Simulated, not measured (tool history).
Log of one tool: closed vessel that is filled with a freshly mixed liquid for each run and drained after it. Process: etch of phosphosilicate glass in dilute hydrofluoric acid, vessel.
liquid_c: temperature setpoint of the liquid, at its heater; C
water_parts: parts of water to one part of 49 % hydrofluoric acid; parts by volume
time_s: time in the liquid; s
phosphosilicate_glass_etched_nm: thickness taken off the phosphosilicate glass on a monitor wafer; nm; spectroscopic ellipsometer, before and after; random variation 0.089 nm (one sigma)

| run | day | liquid_c | water_parts | time_s | phosphosilicate_glass_etched_nm |
|---|---|---|---|---|---|
| 1 | 0.000 | 20.0 | 190 | 35 | 15.126 |
| 2 | 0.358 | 20.0 | 160 | 35 | 18.301 |
| 3 | 0.688 | 20.0 | 160 | 35 | 18.616 |
| 4 | 0.871 | 19.0 | 185 | 35 | 15.201 |
| 5 | 1.175 | 19.0 | 230 | 35 | 11.793 |
| 6 | 1.500 | 19.0 | 230 | 35 | 11.662 |
| 7 | 1.650 | 18.5 | 235 | 35 | 11.128 |
| 8 | 1.817 | 18.0 | 240 | 35 | 10.507 |

Run 9 comes next. What will it give?
| 9 | 1.988 | 17.5 | 245 | 35 | ? |

Run 9 gave phosphosilicate_glass_etched_nm 10.195 nm.
